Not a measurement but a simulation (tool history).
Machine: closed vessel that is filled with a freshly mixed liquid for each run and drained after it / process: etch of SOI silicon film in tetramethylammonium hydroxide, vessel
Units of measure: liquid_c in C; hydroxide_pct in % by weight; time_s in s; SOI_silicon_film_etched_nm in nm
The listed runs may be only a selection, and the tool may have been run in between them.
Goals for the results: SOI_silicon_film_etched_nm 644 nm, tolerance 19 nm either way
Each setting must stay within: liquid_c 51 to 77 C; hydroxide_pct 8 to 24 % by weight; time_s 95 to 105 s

{"run": 1, "hour": 0.0, "liquid_c": 64, "hydroxide_pct": 16, "time_s": 95, "SOI_silicon_film_etched_nm": 444.57}
{"run": 2, "hour": 5.8, "liquid_c": 61.5, "hydroxide_pct": 16, "time_s": 95, "SOI_silicon_film_etched_nm": 378.69}
{"run": 3, "hour": 9.5, "liquid_c": 62.5, "hydroxide_pct": 16, "time_s": 95, "SOI_silicon_film_etched_nm": 403.29}
{"run": 4, "hour": 10.8, "liquid_c": 65, "hydroxide_pct": 16, "time_s": 95, "SOI_silicon_film_etched_nm": 465.13}
{"run": 5, "hour": 18.1, "liquid_c": 62.5, "hydroxide_pct": 16, "time_s": 95, "SOI_silicon_film_etched_nm": 400.84}
{"run": 6, "hour": 21.9, "liquid_c": 62.5, "hydroxide_pct": 16, "time_s": 95, "SOI_silicon_film_etched_nm": 404.61}
{"run": 7, "hour": 30.8, "liquid_c": 63.5, "hydroxide_pct": 16, "time_s": 95, "SOI_silicon_film_etched_nm": 429.45}
{"run": 8, "hour": 36.1, "liquid_c": 64, "hydroxide_pct": 16, "time_s": 95, "SOI_silicon_film_etched_nm": 437.88}
{"run": 9, "hour": 44.9, "liquid_c": 65, "hydroxide_pct": 16, "time_s": 95, "SOI_silicon_film_etched_nm": 471.51}
{"run": 10, "hour": 49.6, "liquid_c": 65.5, "hydroxide_pct": 16, "time_s": 95, "SOI_silicon_film_etched_nm": 480.9}
{"run": 11, "hour": 58.4, "liquid_c": 66, "hydroxide_pct": 16, "time_s": 95, "SOI_silicon_film_etched_nm": 497.7}
{"run": 12, "hour": 62.7, "liquid_c": 66.5, "hydroxide_pct": 16, "time_s": 95, "SOI_silicon_film_etched_nm": 512.99}
{"run": 13, "hour": 69.1, "liquid_c": 67, "hydroxide_pct": 16, "time_s": 95, "SOI_silicon_film_etched_nm": 529.93}
{"run": 14, "hour": 75.6, "liquid_c": 71, "hydroxide_pct": 16, "time_s": 95, "SOI_silicon_film_etched_nm": 671.18}

Which of these 4 next moves meets every target?
{"run": "A", "hour": 82.1, "liquid_c": 66.5, "hydroxide_pct": 12.5, "time_s": 100, "SOI_silicon_film_etched_nm": "?"}
{"run": "B", "hour": 82.1, "liquid_c": 70, "hydroxide_pct": 19.5, "time_s": 100, "SOI_silicon_film_etched_nm": "?"}
{"run": "C", "hour": 82.1, "liquid_c": 69, "hydroxide_pct": 13, "time_s": 95, "SOI_silicon_film_etched_nm": "?"}
{"run": "D", "hour": 82.1, "liquid_c": 69.5, "hydroxide_pct": 16.5, "time_s": 95, "SOI_silicon_film_etched_nm": "?"}

move=A SOI_silicon_film_etched_nm=602.79
move=B SOI_silicon_film_etched_nm=612.89
move=C SOI_silicon_film_etched_nm=652.38
move=D SOI_silicon_film_etched_nm=604.97
A: takes the biggest miss from the last run beyond its target
B: takes the biggest miss from the last run beyond its target
C: each result inside its tolerance
D: takes the biggest miss from the last run beyond its target
So the answer is move C, the one that meets all the targets.

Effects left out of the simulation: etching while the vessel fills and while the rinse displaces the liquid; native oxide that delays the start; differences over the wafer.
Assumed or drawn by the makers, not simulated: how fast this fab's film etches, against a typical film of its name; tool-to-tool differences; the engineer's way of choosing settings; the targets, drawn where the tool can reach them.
